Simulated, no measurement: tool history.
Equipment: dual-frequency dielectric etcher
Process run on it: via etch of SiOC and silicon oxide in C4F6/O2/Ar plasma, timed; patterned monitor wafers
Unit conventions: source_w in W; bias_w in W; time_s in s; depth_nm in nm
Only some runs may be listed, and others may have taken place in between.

Run 1, hour 0: source_w 290 W, bias_w 166 W, time_s 59.5 s. Result: depth_nm 55.398 nm.
Run 2, hour 7.6: source_w 290 W, bias_w 166 W, time_s 59.5 s. Result: depth_nm 55.646 nm.
Run 3, hour 8.9: source_w 290 W, bias_w 166 W, time_s 59.5 s. Result: depth_nm 55.791 nm.
Run 4, hour 9.7: source_w 270 W, bias_w 154 W, time_s 59 s. Result: depth_nm 51.649 nm.
Run 5, hour 15: source_w 250 W, bias_w 152 W, time_s 59 s. Result: depth_nm 49.25 nm.
Run 6, hour 16.6: source_w 270 W, bias_w 152 W, time_s 59 s. Result: depth_nm 50.957 nm.
Run 7, hour 18.8: source_w 250 W, bias_w 151 W, time_s 59 s. Result: depth_nm 49.649 nm.
Run 8, hour 22.9: source_w 230 W, bias_w 150 W, time_s 59 s. Result: depth_nm 46.841 nm.

Run 9, settings as shown, results not yet in. Your forecast:
Run 9, hour 25.6: source_w 220 W, bias_w 150 W, time_s 59 s. Result: depth_nm ?.

Run 9 yielded depth_nm 46.491 nm.

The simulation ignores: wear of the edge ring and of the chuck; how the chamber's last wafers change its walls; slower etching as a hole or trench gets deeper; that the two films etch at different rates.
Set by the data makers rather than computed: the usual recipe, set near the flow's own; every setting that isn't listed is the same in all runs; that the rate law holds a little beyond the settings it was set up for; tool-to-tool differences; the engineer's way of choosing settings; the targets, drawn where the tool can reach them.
